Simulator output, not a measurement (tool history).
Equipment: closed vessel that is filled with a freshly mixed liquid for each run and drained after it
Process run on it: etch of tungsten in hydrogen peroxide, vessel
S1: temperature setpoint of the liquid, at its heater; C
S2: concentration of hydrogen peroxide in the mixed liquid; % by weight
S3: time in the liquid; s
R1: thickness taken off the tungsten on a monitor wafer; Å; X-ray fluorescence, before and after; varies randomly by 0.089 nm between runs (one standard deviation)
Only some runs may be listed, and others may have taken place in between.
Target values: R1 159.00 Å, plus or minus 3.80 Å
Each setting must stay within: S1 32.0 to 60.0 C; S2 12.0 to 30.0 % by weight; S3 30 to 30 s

{"run": 1, "hour": 0.0, "S1": 44.0, "S2": 22.0, "S3": 30, "R1": 256.05}
{"run": 2, "hour": 8.0, "S1": 43.0, "S2": 22.0, "S3": 30, "R1": 241.81}
{"run": 3, "hour": 9.9, "S1": 43.0, "S2": 26.0, "S3": 30, "R1": 259.26}
{"run": 4, "hour": 15.5, "S1": 43.0, "S2": 29.0, "S3": 30, "R1": 275.57}
{"run": 5, "hour": 20.5, "S1": 40.5, "S2": 29.0, "S3": 30, "R1": 235.34}
{"run": 6, "hour": 28.3, "S1": 40.0, "S2": 29.0, "S3": 30, "R1": 224.03}
{"run": 7, "hour": 30.5, "S1": 39.5, "S2": 29.0, "S3": 30, "R1": 218.37}
{"run": 8, "hour": 32.4, "S1": 39.0, "S2": 29.0, "S3": 30, "R1": 213.67}
{"run": 9, "hour": 40.0, "S1": 38.5, "S2": 29.0, "S3": 30, "R1": 207.15}
{"run": 10, "hour": 42.6, "S1": 33.5, "S2": 29.0, "S3": 30, "R1": 148.3}
{"run": 11, "hour": 51.4, "S1": 34.0, "S2": 29.0, "S3": 30, "R1": 151.94}

Exactly one of the 5 candidate moves below puts every result within its allowed miss. Which one?
{"run": "A", "hour": 60.2, "S1": 35.5, "S2": 29.5, "S3": 30, "R1": "?"}
{"run": "B", "hour": 60.2, "S1": 35.0, "S2": 30.0, "S3": 30, "R1": "?"}
{"run": "C", "hour": 60.2, "S1": 36.0, "S2": 26.0, "S3": 30, "R1": "?"}
{"run": "D", "hour": 60.2, "S1": 36.5, "S2": 24.5, "S3": 30, "R1": "?"}
{"run": "E", "hour": 60.2, "S1": 34.5, "S2": 29.5, "S3": 30, "R1": "?"}

move=A R1=169.30
move=B R1=165.10
move=C R1=164.35
move=D R1=164.95
move=E R1=158.30
A: the result that was furthest off in the last run now lies on the other side of its target
B: the result that was furthest off in the last run now lies on the other side of its target
C: the result that was furthest off in the last run now lies on the other side of its target
D: the result that was furthest off in the last run now lies on the other side of its target
E: every result within its allowed miss
Correct choice: E, which meets every target
